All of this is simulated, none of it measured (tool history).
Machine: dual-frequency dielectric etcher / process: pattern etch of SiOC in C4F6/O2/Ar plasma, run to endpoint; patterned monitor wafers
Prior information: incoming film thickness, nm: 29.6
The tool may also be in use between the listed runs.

{"run": 1, "hour": 0.0, "bias power (W)": 489, "source power (W)": 270, "endpoint time (s)": 10.527}
{"run": 2, "hour": 1.9, "bias power (W)": 489, "source power (W)": 250, "endpoint time (s)": 10.9}
{"run": 3, "hour": 9.0, "bias power (W)": 573, "source power (W)": 250, "endpoint time (s)": 10.311}
{"run": 4, "hour": 12.4, "bias power (W)": 585, "source power (W)": 260, "endpoint time (s)": 9.9576}
{"run": 5, "hour": 18.4, "bias power (W)": 585, "source power (W)": 290, "endpoint time (s)": 9.4049}
{"run": 6, "hour": 24.5, "bias power (W)": 589, "source power (W)": 290, "endpoint time (s)": 9.4216}
{"run": 7, "hour": 28.3, "bias power (W)": 593, "source power (W)": 290, "endpoint time (s)": 9.4233}

Run 8 is up next; what results do you expect?
{"run": 8, "hour": 34.5, "bias power (W)": 597, "source power (W)": 290, "endpoint time (s)": "?"}

For run 8 the tool returned endpoint time (s) 9.4244.
